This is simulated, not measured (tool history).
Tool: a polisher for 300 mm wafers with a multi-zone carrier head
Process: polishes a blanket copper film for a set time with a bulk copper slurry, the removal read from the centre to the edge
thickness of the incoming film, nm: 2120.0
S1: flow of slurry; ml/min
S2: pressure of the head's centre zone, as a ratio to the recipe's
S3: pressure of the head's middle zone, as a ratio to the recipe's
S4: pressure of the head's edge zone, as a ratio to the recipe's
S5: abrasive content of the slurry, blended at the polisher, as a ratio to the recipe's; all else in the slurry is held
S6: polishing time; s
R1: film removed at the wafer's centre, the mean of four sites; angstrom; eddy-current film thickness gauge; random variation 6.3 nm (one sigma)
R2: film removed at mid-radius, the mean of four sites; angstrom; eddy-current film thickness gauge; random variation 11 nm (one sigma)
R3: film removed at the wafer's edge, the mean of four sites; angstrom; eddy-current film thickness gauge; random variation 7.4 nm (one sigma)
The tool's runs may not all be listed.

Run 1, day 0: S1 135 ml/min, S2 1, S3 1, S4 1, S5 1, S6 65 s. Result: R1 6475.2 angstrom, R2 6601.1 angstrom, R3 6565 angstrom.
Run 2, day 0.275: S1 165 ml/min, S2 1, S3 1, S4 1, S5 1, S6 65 s. Result: R1 6789.7 angstrom, R2 6654.5 angstrom, R3 6675.8 angstrom.
Run 3, day 0.5: S1 165 ml/min, S2 1, S3 1, S4 1, S5 1, S6 81 s. Result: R1 8485.7 angstrom, R2 8414.2 angstrom, R3 8343.1 angstrom.
Run 4, day 0.588: S1 165 ml/min, S2 1, S3 1, S4 1, S5 1, S6 73 s. Result: R1 7627.8 angstrom, R2 7490.1 angstrom, R3 7580.3 angstrom.
Run 5, day 0.738: S1 165 ml/min, S2 1, S3 0.96, S4 1, S5 1, S6 73 s. Result: R1 7746.1 angstrom, R2 7406.7 angstrom, R3 7531.6 angstrom.
Run 6, day 0.958: S1 165 ml/min, S2 0.99, S3 0.97, S4 1.01, S5 1.05, S6 73 s. Result: R1 7661.4 angstrom, R2 7509.7 angstrom, R3 7731.7 angstrom.
Run 7, day 1.204: S1 165 ml/min, S2 0.98, S3 0.98, S4 1.02, S5 1.05, S6 73 s. Result: R1 7628.2 angstrom, R2 7442.7 angstrom, R3 7800.5 angstrom.
Run 8, day 1.325: S1 165 ml/min, S2 0.97, S3 1, S4 1.02, S5 1.05, S6 73 s. Result: R1 7478.4 angstrom, R2 7546.8 angstrom, R3 7722.2 angstrom.
Run 9, day 1.554: S1 165 ml/min, S2 0.96, S3 1.02, S4 1.03, S5 1.1, S6 73 s. Result: R1 7467.7 angstrom, R2 7855.7 angstrom, R3 7994 angstrom.
Run 10, day 1.875: S1 165 ml/min, S2 0.96, S3 1.03, S4 1.03, S5 1.1, S6 73 s. Result: R1 7554.8 angstrom, R2 7958.3 angstrom, R3 7921.1 angstrom.
Run 11, day 2.162: S1 165 ml/min, S2 0.95, S3 1.04, S4 1.04, S5 1.1, S6 73 s. Result: R1 7454.1 angstrom, R2 8119 angstrom, R3 7894.5 angstrom.

Forecast run 12:
Run 12, day 2.383: S1 165 ml/min, S2 0.94, S3 1.04, S4 1.05, S5 1.1, S6 73 s. Result: R1 ?, R2 ?, R3 ?.

Run 12 gave R1 7373.7 angstrom, R2 8050.6 angstrom, R3 7866.9 angstrom.
